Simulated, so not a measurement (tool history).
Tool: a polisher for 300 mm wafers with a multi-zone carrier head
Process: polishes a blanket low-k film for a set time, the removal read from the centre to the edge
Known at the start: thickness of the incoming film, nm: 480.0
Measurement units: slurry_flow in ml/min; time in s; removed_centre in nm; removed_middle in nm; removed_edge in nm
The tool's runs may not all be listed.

Run 1, hour 0: slurry_flow 270 ml/min, centre_zone 1, middle_zone 1, edge_zone 1, slurry_solids 1, time 61 s. Result: removed_centre 19.109 nm, removed_middle 19.228 nm, removed_edge 20.08 nm.
Run 2, hour 6.1: slurry_flow 260 ml/min, centre_zone 0.94, middle_zone 0.97, edge_zone 0.97, slurry_solids 0.85, time 59 s. Result: removed_centre 15.867 nm, removed_middle 16.494 nm, removed_edge 17.815 nm.
Run 3, hour 12.6: slurry_flow 260 ml/min, centre_zone 0.94, middle_zone 0.97, edge_zone 0.97, slurry_solids 0.85, time 65 s. Result: removed_centre 17.611 nm, removed_middle 18.005 nm, removed_edge 19.609 nm.
Run 4, hour 19.5: slurry_flow 260 ml/min, centre_zone 0.94, middle_zone 0.97, edge_zone 0.97, slurry_solids 0.85, time 59 s. Result: removed_centre 16.001 nm, removed_middle 16.617 nm, removed_edge 17.779 nm.
Run 5, hour 22.9: slurry_flow 260 ml/min, centre_zone 1.02, middle_zone 0.97, edge_zone 0.97, slurry_solids 0.85, time 59 s. Result: removed_centre 17.108 nm, removed_middle 16.652 nm, removed_edge 17.841 nm.
Run 6, hour 28.8: slurry_flow 260 ml/min, centre_zone 1.02, middle_zone 1.01, edge_zone 0.97, slurry_solids 0.85, time 59 s. Result: removed_centre 17.364 nm, removed_middle 17.444 nm, removed_edge 17.709 nm.
Run 7, hour 30.5: slurry_flow 250 ml/min, centre_zone 0.96, middle_zone 0.99, edge_zone 0.94, slurry_solids 0.75, time 58 s. Result: removed_centre 14.897 nm, removed_middle 15.382 nm, removed_edge 15.985 nm.
Run 8, hour 32.9: slurry_flow 230 ml/min, centre_zone 0.91, middle_zone 0.98, edge_zone 0.92, slurry_solids 0.7, time 58 s. Result: removed_centre 13.608 nm, removed_middle 14.931 nm, removed_edge 15.295 nm.
Run 9, hour 41.5: slurry_flow 220 ml/min, centre_zone 0.88, middle_zone 0.95, edge_zone 0.9, slurry_solids 0.65, time 58 s. Result: removed_centre 12.705 nm, removed_middle 14.043 nm, removed_edge 14.59 nm.
Run 10, hour 42.2: slurry_flow 210 ml/min, centre_zone 0.86, middle_zone 0.93, edge_zone 0.89, slurry_solids 0.6, time 58 s. Result: removed_centre 11.623 nm, removed_middle 12.889 nm, removed_edge 13.995 nm.
Run 11, hour 44.5: slurry_flow 200 ml/min, centre_zone 0.85, middle_zone 0.93, edge_zone 0.88, slurry_solids 0.6, time 58 s. Result: removed_centre 11.382 nm, removed_middle 12.922 nm, removed_edge 13.636 nm.

Run 12 has not been measured yet. What should we expect?
At hour 52.2: edge zone pressure recalibrated.
Run 12, hour 52.2: slurry_flow 190 ml/min, centre_zone 0.85, middle_zone 0.92, edge_zone 0.88, slurry_solids 0.6, time 58 s. Result: removed_centre ?, removed_middle ?, removed_edge ?.

{"run 12": {"removed_centre": 11.53, "removed_middle": 12.629, "removed_edge": 13.38}}
